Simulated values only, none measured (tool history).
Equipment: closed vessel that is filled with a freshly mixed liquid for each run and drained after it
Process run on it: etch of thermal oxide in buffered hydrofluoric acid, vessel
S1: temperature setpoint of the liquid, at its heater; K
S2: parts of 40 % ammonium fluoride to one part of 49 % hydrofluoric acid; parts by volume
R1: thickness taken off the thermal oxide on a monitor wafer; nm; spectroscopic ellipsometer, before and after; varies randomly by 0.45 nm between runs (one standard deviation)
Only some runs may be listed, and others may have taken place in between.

run 1 hour=0.0 | S1=298.15 S2=8 time_in_the_liquid_(s)=105 | R1=152.64
run 2 hour=9.0 | S1=297.15 S2=8 time_in_the_liquid_(s)=105 | R1=143.06
run 3 hour=12.7 | S1=297.15 S2=8 time_in_the_liquid_(s)=115 | R1=157.47
run 4 hour=14.5 | S1=297.15 S2=8 time_in_the_liquid_(s)=105 | R1=143.84
run 5 hour=23.4 | S1=295.65 S2=8 time_in_the_liquid_(s)=105 | R1=132.12
run 6 hour=24.4 | S1=295.15 S2=8 time_in_the_liquid_(s)=105 | R1=129.21

Estimate the outcome of run 7 from the log above:
run 7 hour=33.0 | S1=294.65 S2=8 time_in_the_liquid_(s)=105 | R1=?

{"run 7": {"R1": 125.91}}

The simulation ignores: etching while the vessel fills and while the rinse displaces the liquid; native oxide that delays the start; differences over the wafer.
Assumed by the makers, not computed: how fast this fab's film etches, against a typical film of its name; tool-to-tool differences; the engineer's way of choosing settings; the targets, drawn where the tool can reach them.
